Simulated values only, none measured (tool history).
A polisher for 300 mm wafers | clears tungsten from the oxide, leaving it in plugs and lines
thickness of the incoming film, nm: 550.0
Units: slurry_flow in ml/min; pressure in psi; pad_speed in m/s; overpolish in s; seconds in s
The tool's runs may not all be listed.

run,day,slurry_flow,pressure,pad_speed,slurry_solids,overpolish,seconds
1,0.000,220,3.3,1.16,1.00,15,137.35
2,0.154,220,3.3,0.92,1.00,15,170.77
3,0.388,220,3.6,0.92,1.00,15,153.62
4,0.462,220,3.6,0.92,0.85,15,164.16
5,0.667,220,3.6,0.92,0.70,15,173.97
6,0.888,220,3.8,0.94,0.70,15,164.35
7,1.117,225,4.8,1.14,0.70,15,112.60

Forecast run 8:
8,1.400,225,4.9,1.16,0.70,15,?

seconds: 108.59 s
